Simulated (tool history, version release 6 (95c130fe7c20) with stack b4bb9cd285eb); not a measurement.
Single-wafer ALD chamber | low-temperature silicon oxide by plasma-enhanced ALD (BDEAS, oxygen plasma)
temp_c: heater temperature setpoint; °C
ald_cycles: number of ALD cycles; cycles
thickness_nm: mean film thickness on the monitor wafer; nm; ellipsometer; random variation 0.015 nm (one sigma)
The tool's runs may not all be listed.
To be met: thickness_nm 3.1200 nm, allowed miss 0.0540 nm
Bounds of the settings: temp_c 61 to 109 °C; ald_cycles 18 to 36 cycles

run 1 hour=0.0 | temp_c=85 ald_cycles=27 | thickness_nm=4.2597
run 2 hour=6.3 | temp_c=88 ald_cycles=26 | thickness_nm=4.0540
run 3 hour=9.3 | temp_c=78 ald_cycles=26 | thickness_nm=4.1836
run 4 hour=17.7 | temp_c=81 ald_cycles=25 | thickness_nm=4.0006
run 5 hour=25.9 | temp_c=81 ald_cycles=28 | thickness_nm=4.4622
run 6 hour=27.1 | temp_c=84 ald_cycles=26 | thickness_nm=4.1104
run 7 hour=28.3 | temp_c=87 ald_cycles=25 | thickness_nm=3.8805
run 8 hour=36.4 | temp_c=90 ald_cycles=24 | thickness_nm=3.6726
run 9 hour=37.2 | temp_c=93 ald_cycles=24 | thickness_nm=3.6399
run 10 hour=44.6 | temp_c=95 ald_cycles=23 | thickness_nm=3.4592
run 11 hour=49.5 | temp_c=97 ald_cycles=23 | thickness_nm=3.4119
run 12 hour=55.9 | temp_c=99 ald_cycles=23 | thickness_nm=3.4270
run 13 hour=59.4 | temp_c=100 ald_cycles=23 | thickness_nm=3.3996
run 14 hour=61.4 | temp_c=101 ald_cycles=23 | thickness_nm=3.3993
run 15 hour=65.7 | temp_c=102 ald_cycles=23 | thickness_nm=3.3892
run 16 hour=70.4 | temp_c=103 ald_cycles=23 | thickness_nm=3.4064
run 17 hour=76.9 | temp_c=107 ald_cycles=20 | thickness_nm=2.9402
run 18 hour=81.7 | temp_c=105 ald_cycles=20 | thickness_nm=2.9307
run 19 hour=90.6 | temp_c=95 ald_cycles=22 | thickness_nm=3.3094
run 20 hour=98.4 | temp_c=96 ald_cycles=22 | thickness_nm=3.3237

5 next moves are on the table. One of them brings every result within its allowed miss. Which?
run A hour=106.2 | temp_c=99 ald_cycles=22 | thickness_nm=?
run B hour=106.2 | temp_c=97 ald_cycles=22 | thickness_nm=?
run C hour=106.2 | temp_c=101 ald_cycles=22 | thickness_nm=?
run D hour=106.2 | temp_c=89 ald_cycles=21 | thickness_nm=?
run E hour=106.2 | temp_c=101 ald_cycles=21 | thickness_nm=?

move=A thickness_nm=3.2744
move=B thickness_nm=3.2957
move=C thickness_nm=3.2609
move=D thickness_nm=3.2490
move=E thickness_nm=3.1127
A: nearer than the last run, and not there yet
B: nearer than the last run, and not there yet
C: nearer than the last run, and not there yet
D: nearer than the last run, and not there yet
E: meets every target
The right move is E.
